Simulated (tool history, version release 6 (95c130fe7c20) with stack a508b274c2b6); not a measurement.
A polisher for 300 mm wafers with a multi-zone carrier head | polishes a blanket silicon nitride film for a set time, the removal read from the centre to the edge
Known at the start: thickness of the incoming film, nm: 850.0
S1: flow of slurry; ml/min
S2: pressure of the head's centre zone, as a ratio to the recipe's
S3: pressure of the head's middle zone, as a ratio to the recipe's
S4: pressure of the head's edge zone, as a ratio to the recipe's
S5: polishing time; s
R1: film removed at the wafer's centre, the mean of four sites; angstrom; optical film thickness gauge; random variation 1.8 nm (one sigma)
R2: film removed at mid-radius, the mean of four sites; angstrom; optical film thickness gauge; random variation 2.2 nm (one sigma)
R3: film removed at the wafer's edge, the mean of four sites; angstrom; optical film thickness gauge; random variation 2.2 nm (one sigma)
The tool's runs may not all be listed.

{"run": 1, "hour": 0.0, "S1": 220, "S2": 1.0, "S3": 1.0, "S4": 1.0, "S5": 80, "R1": 1935.6, "R2": 1921.8, "R3": 1916.0}
{"run": 2, "hour": 7.3, "S1": 220, "S2": 0.96, "S3": 1.0, "S4": 1.0, "S5": 80, "R1": 1827.1, "R2": 1892.7, "R3": 1932.9}
{"run": 3, "hour": 14.0, "S1": 230, "S2": 1.0, "S3": 0.98, "S4": 1.03, "S5": 81, "R1": 1980.4, "R2": 1949.6, "R3": 1997.2}
{"run": 4, "hour": 15.5, "S1": 240, "S2": 1.03, "S3": 0.96, "S4": 1.06, "S5": 81, "R1": 2010.7, "R2": 1909.2, "R3": 2041.2}
{"run": 5, "hour": 16.2, "S1": 250, "S2": 1.06, "S3": 0.95, "S4": 1.07, "S5": 82, "R1": 2105.2, "R2": 1925.4, "R3": 2044.4}
{"run": 6, "hour": 20.3, "S1": 250, "S2": 1.06, "S3": 0.98, "S4": 1.07, "S5": 82, "R1": 2126.9, "R2": 1986.2, "R3": 2073.7}

The next listed run, before its measurement:
{"run": 7, "hour": 22.3, "S1": 255, "S2": 1.09, "S3": 0.97, "S4": 1.09, "S5": 83, "R1": "?", "R2": "?", "R3": "?"}

R1: 2205.3 angstrom
R2: 1981.4 angstrom
R3: 2117.8 angstrom
